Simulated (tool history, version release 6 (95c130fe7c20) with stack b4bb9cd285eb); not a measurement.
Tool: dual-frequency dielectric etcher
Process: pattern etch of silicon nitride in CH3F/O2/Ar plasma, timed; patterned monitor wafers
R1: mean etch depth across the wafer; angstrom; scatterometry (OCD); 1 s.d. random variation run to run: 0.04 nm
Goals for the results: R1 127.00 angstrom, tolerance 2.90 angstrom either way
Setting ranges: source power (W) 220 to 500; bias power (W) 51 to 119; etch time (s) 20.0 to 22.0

run 1 hour=0.0 | source_power_(W)=360 bias_power_(W)=85 etch_time_(s)=22.0 | R1=177.29
run 2 hour=4.3 | source_power_(W)=420 bias_power_(W)=85 etch_time_(s)=22.0 | R1=187.33
run 3 hour=9.6 | source_power_(W)=380 bias_power_(W)=77 etch_time_(s)=21.5 | R1=170.00
run 4 hour=18.5 | source_power_(W)=350 bias_power_(W)=71 etch_time_(s)=21.0 | R1=155.25
run 5 hour=22.8 | source_power_(W)=350 bias_power_(W)=83 etch_time_(s)=21.0 | R1=165.85
run 6 hour=26.3 | source_power_(W)=330 bias_power_(W)=78 etch_time_(s)=21.0 | R1=158.72
run 7 hour=30.2 | source_power_(W)=330 bias_power_(W)=78 etch_time_(s)=21.0 | R1=158.96
run 8 hour=35.3 | source_power_(W)=330 bias_power_(W)=78 etch_time_(s)=21.0 | R1=158.57
run 9 hour=41.6 | source_power_(W)=310 bias_power_(W)=74 etch_time_(s)=21.0 | R1=153.00
run 10 hour=50.0 | source_power_(W)=300 bias_power_(W)=70 etch_time_(s)=21.0 | R1=147.32
run 11 hour=55.1 | source_power_(W)=290 bias_power_(W)=67 etch_time_(s)=21.0 | R1=143.30
run 12 hour=56.9 | source_power_(W)=280 bias_power_(W)=65 etch_time_(s)=21.0 | R1=139.54
run 13 hour=60.8 | source_power_(W)=270 bias_power_(W)=64 etch_time_(s)=21.0 | R1=137.22
run 14 hour=68.3 | source_power_(W)=220 bias_power_(W)=56 etch_time_(s)=20.5 | R1=118.88
run 15 hour=69.7 | source_power_(W)=230 bias_power_(W)=56 etch_time_(s)=20.5 | R1=120.76

Of the 5 settings listed for the next run, only one would bring every result within its allowed miss of target. Which one?
run A hour=71.1 | source_power_(W)=280 bias_power_(W)=59 etch_time_(s)=21.0 | R1=?
run B hour=71.1 | source_power_(W)=250 bias_power_(W)=59 etch_time_(s)=20.5 | R1=?
run C hour=71.1 | source_power_(W)=240 bias_power_(W)=54 etch_time_(s)=20.0 | R1=?
run D hour=71.1 | source_power_(W)=230 bias_power_(W)=62 etch_time_(s)=22.0 | R1=?
run E hour=71.1 | source_power_(W)=230 bias_power_(W)=67 etch_time_(s)=21.5 | R1=?

move=A R1=134.98
move=B R1=126.93
move=C R1=117.98
move=D R1=135.24
move=E R1=136.36
A: takes the result that was furthest off past its target
B: in spec on every target
C: misses by more than the last run did
D: takes the result that was furthest off past its target
E: takes the result that was furthest off past its target
Move B is the one to make.

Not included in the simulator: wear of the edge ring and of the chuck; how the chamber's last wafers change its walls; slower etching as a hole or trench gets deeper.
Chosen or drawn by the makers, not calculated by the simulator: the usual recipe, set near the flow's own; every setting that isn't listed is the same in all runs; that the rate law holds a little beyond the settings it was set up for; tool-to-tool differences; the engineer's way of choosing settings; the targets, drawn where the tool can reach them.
